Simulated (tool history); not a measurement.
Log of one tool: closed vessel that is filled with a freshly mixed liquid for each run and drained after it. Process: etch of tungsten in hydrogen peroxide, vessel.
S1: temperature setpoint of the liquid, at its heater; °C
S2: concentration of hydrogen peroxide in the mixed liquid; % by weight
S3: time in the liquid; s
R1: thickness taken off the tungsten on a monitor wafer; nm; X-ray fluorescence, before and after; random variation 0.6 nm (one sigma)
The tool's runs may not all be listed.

{"run": 1, "hour": 0.0, "S1": 49.0, "S2": 17.5, "S3": 35, "R1": 82.833}
{"run": 2, "hour": 8.3, "S1": 51.5, "S2": 17.5, "S3": 35, "R1": 96.117}
{"run": 3, "hour": 14.4, "S1": 53.5, "S2": 17.5, "S3": 35, "R1": 109.02}
{"run": 4, "hour": 21.1, "S1": 59.5, "S2": 17.5, "S3": 35, "R1": 154.38}
{"run": 5, "hour": 28.2, "S1": 59.5, "S2": 21.0, "S3": 35, "R1": 169.82}
{"run": 6, "hour": 35.1, "S1": 58.5, "S2": 21.0, "S3": 35, "R1": 161.46}
{"run": 7, "hour": 39.8, "S1": 58.0, "S2": 21.0, "S3": 35, "R1": 155.64}
{"run": 8, "hour": 46.4, "S1": 57.5, "S2": 21.0, "S3": 35, "R1": 151.38}
{"run": 9, "hour": 53.7, "S1": 57.0, "S2": 21.0, "S3": 35, "R1": 147.48}

Run 10 comes next. What will it give?
{"run": 10, "hour": 56.5, "S1": 57.0, "S2": 21.0, "S3": 35, "R1": "?"}

R1: 148.230 nm
